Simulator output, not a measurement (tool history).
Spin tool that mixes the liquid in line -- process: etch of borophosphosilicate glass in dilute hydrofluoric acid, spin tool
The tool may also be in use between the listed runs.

run	hour	temperature setpoint of the liquid (C)	parts of water to one part of 49 % hydrofluoric acid (parts by volume)	time under the liquid (s)	thickness taken off the borophosphosilicate glass on a monitor wafer (angstrom)
1	0.0	25.0	100	20	171.630
2	4.5	25.0	100	15	127.150
3	13.0	25.0	130	15	94.601
4	14.8	26.0	130	15	98.075
5	20.7	26.0	155	15	79.120
6	23.5	27.5	155	15	84.744
7	28.4	28.5	155	15	87.284
8	32.5	29.5	155	15	90.314
9	35.0	30.0	155	15	91.704
10	42.9	30.5	150	15	98.530
11	44.9	31.0	150	15	99.731
# hour 46.3: thermometer replaced
12	46.3	31.5	150	15	98.383
13	47.7	32.0	145	15	102.690
14	53.7	32.0	145	15	103.150

What will run 15 give?
15	57.2	32.5	140	15	?

For run 15 the tool returned thickness taken off the borophosphosilicate glass on a monitor wafer (angstrom) 109.150.
